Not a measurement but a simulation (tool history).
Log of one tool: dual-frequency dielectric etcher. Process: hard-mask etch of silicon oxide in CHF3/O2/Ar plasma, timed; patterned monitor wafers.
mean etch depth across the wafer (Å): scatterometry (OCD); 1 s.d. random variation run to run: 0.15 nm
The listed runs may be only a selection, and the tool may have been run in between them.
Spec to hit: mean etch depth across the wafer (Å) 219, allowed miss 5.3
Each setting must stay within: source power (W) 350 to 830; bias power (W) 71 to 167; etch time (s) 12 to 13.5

run	hour	source power (W)	bias power (W)	etch time (s)	mean etch depth across the wafer (Å)
1	0	590	119	13.5	247.78
2	4.5	550	117	13.5	237.53
3	5.3	550	117	12	212.14
4	9.8	480	117	12	192.99
5	15.3	480	126	12	198.58
# hour 18.4: source power generator calibrated
6	18.4	480	141	12	203.81
7	22.7	490	142	12	206.91
8	24.5	500	142	12	205.79

Consider the 4 candidate settings below. Which is the only one whose results all fall within their allowed miss of target?
A	26.3	470	119	12.5	?
B	26.3	470	133	12.5	?
C	26.3	550	141	12	?
D	26.3	450	154	12	?

move	mean etch depth across the wafer (Å)
A	197.22
B	204.09
C	220.48
D	199.35
A: the biggest miss grows against the last run
B: the biggest miss grows against the last run
C: each result inside its tolerance
D: the biggest miss grows against the last run
C is the move that brings every result within its allowed miss.
